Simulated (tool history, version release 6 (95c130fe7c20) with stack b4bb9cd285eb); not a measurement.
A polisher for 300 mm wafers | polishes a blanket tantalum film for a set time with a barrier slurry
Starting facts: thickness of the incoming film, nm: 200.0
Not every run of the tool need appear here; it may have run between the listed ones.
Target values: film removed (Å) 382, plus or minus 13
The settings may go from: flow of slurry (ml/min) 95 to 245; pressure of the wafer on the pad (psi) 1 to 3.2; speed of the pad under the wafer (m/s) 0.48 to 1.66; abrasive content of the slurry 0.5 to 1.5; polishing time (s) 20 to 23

run    day  flow of slurry (ml/min)  pressure of the wafer on the pad (psi)  speed of the pad under the wafer (m/s)  abrasive content of the slurry  polishing time (s)  film removed (Å)
  1      0                      155                                     2.1                                    1.06                               1                  23            473.68
  2  0.046                      155                                     2.1                                    1.06                             0.8                  23            448.42
  3  0.133                      150                                       2                                    1.06                             0.8                  23            425.06
  4  0.212                      150                                     2.3                                    1.06                             0.8                  23            470.26
  5  0.279                      150                                     2.3                                    1.06                            0.95                  23            498.14
  6  0.646                      145                                     2.2                                    1.06                            0.95                  23            478.72
  7  1.017                      140                                     2.1                                    1.06                            0.95                  23            461.77
  8  1.367                      140                                       2                                    1.06                            0.95                  23            448.61
  9  1.467                      140                                     1.9                                    1.06                            0.95                  23            422.02
 10  1.838                      135                                     1.8                                    1.06                            0.95                  23            401.58
 11  2.196                      130                                     1.8                                    1.06                            0.95                  23            409.55

Below are 5 possible settings for the next run. Only one of them brings all results inside the allowed miss of their targets. Which is it?
  A  2.554                      135                                     1.4                                    1.04                               1                  23                 ?
  B  2.554                      150                                       2                                    1.12                               1                  20                 ?
  C  2.554                       95                                     1.9                                     1.2                            0.65                  23                 ?
  D  2.554                      100                                     2.5                                     0.7                            1.25                  22                 ?
  E  2.554                      115                                     1.8                                    1.08                             0.8                  23                 ?

move  film removed (Å)
   A            343.31
   B             421.1
   C            404.29
   D            353.44
   E            388.77
A: the result that was furthest off in the last run now lies on the other side of its target
B: moves away from the targets compared with the last run
C: an improvement on the last run, though not all results are within tolerance
D: the result that was furthest off in the last run now lies on the other side of its target
E: all results land within tolerance of their targets
Go with E: it meets all targets.
